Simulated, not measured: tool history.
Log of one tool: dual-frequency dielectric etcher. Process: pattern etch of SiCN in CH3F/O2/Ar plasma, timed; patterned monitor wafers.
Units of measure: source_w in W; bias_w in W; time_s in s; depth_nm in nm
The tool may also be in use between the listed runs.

{"run": 1, "hour": 0.0, "source_w": 310, "bias_w": 61, "time_s": 81, "depth_nm": 25.352}
{"run": 2, "hour": 0.6, "source_w": 310, "bias_w": 70, "time_s": 81, "depth_nm": 26.784}
{"run": 3, "hour": 7.5, "source_w": 280, "bias_w": 67, "time_s": 81, "depth_nm": 25.174}
{"run": 4, "hour": 11.5, "source_w": 260, "bias_w": 65, "time_s": 81, "depth_nm": 23.742}
{"run": 5, "hour": 18.7, "source_w": 260, "bias_w": 65, "time_s": 81, "depth_nm": 23.541}
{"run": 6, "hour": 21.1, "source_w": 250, "bias_w": 65, "time_s": 81, "depth_nm": 23.104}
{"run": 7, "hour": 27.6, "source_w": 240, "bias_w": 65, "time_s": 81, "depth_nm": 22.78}

Estimate the outcome of run 8 from the log above:
{"run": 8, "hour": 29.0, "source_w": 230, "bias_w": 65, "time_s": 81, "depth_nm": "?"}

depth_nm: 22.191 nm

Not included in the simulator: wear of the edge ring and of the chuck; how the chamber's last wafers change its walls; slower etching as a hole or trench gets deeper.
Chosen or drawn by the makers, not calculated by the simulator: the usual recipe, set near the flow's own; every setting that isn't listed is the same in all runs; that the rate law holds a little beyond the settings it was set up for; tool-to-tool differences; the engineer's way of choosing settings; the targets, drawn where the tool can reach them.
